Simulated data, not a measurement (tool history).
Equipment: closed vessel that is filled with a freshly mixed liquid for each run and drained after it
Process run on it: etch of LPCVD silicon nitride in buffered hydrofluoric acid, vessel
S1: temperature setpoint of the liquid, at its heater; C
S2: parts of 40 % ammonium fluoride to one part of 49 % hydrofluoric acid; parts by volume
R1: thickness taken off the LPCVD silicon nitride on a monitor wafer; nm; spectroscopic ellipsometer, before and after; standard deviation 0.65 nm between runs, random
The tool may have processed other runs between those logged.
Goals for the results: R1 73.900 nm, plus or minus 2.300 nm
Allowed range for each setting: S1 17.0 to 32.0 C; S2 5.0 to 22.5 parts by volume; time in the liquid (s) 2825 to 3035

{"run": 1, "hour": 0.0, "S1": 24.0, "S2": 13.5, "time in the liquid (s)": 2825, "R1": 34.381}
{"run": 2, "hour": 4.0, "S1": 25.0, "S2": 13.0, "time in the liquid (s)": 2825, "R1": 37.286}
{"run": 3, "hour": 5.4, "S1": 25.0, "S2": 13.0, "time in the liquid (s)": 3035, "R1": 40.519}
{"run": 4, "hour": 11.3, "S1": 26.0, "S2": 12.5, "time in the liquid (s)": 3035, "R1": 43.948}
{"run": 5, "hour": 13.4, "S1": 26.0, "S2": 9.5, "time in the liquid (s)": 3035, "R1": 57.482}
{"run": 6, "hour": 16.6, "S1": 26.5, "S2": 9.5, "time in the liquid (s)": 3035, "R1": 58.842}
{"run": 7, "hour": 18.7, "S1": 27.0, "S2": 9.5, "time in the liquid (s)": 3035, "R1": 60.361}
{"run": 8, "hour": 21.5, "S1": 27.5, "S2": 9.5, "time in the liquid (s)": 3035, "R1": 62.461}
{"run": 9, "hour": 28.4, "S1": 28.0, "S2": 9.5, "time in the liquid (s)": 3035, "R1": 62.894}
{"run": 10, "hour": 37.0, "S1": 28.5, "S2": 9.5, "time in the liquid (s)": 3035, "R1": 64.987}
{"run": 11, "hour": 40.7, "S1": 29.0, "S2": 9.5, "time in the liquid (s)": 3035, "R1": 66.671}
{"run": 12, "hour": 46.6, "S1": 29.0, "S2": 9.5, "time in the liquid (s)": 3035, "R1": 66.183}
{"run": 13, "hour": 49.0, "S1": 29.5, "S2": 9.5, "time in the liquid (s)": 3035, "R1": 68.64}

Below are 4 possible settings for the next run. Only one of them brings all results inside the allowed miss of their targets. Which is it?
{"run": "A", "hour": 51.4, "S1": 28.0, "S2": 8.0, "time in the liquid (s)": 3035, "R1": "?"}
{"run": "B", "hour": 51.4, "S1": 30.5, "S2": 8.5, "time in the liquid (s)": 3035, "R1": "?"}
{"run": "C", "hour": 51.4, "S1": 30.0, "S2": 9.0, "time in the liquid (s)": 2920, "R1": "?"}
{"run": "D", "hour": 51.4, "S1": 31.0, "S2": 10.0, "time in the liquid (s)": 2920, "R1": "?"}

move=A R1=73.396
move=B R1=78.402
move=C R1=69.067
move=D R1=68.117
A: each result inside its tolerance
B: moves the result that the last run missed by most past its target, out the other side
C: gains on the last run, yet a result remains outside its allowed miss
D: misses by more than the last run did
A meets every target.
